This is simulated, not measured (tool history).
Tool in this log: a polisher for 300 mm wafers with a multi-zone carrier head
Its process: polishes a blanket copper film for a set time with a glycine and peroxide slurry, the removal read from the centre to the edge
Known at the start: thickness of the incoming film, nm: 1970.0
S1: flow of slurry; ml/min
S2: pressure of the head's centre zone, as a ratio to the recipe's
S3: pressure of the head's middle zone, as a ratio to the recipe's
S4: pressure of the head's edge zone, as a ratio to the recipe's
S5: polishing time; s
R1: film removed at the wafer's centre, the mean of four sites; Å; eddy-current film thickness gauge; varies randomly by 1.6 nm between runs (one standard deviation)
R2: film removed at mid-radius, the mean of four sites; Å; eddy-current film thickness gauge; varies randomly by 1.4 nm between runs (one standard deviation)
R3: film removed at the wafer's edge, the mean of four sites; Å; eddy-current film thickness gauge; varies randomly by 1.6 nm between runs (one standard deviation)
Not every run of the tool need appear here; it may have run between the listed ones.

run,hour,S1,S2,S3,S4,S5,R1,R2,R3
1,0,300,1,1,1,51,2401.6,2157.2,2257.1
2,6.2,285,0.95,1.01,1.01,50,2230,2159.2,2166.4
3,13.9,285,1,1.01,1.01,50,2357.6,2135,2197.5
4,20,285,1,0.96,1.01,50,2343.3,2053.7,2176
5,22.1,285,1,0.96,0.98,50,2363.6,2066.8,2144.4
# hour 27.8: centre zone pressure recalibrated
6,27.8,285,1,0.96,0.91,50,2107.8,2046.8,2074.3
7,30.6,285,0.95,0.93,0.9,50,2018.4,1967.5,2054

The next listed run, before its measurement:
8,37.2,275,0.92,0.93,0.89,50,?,?,?

R1: 1953.8 Å
R2: 1976.8 Å
R3: 2035.2 Å
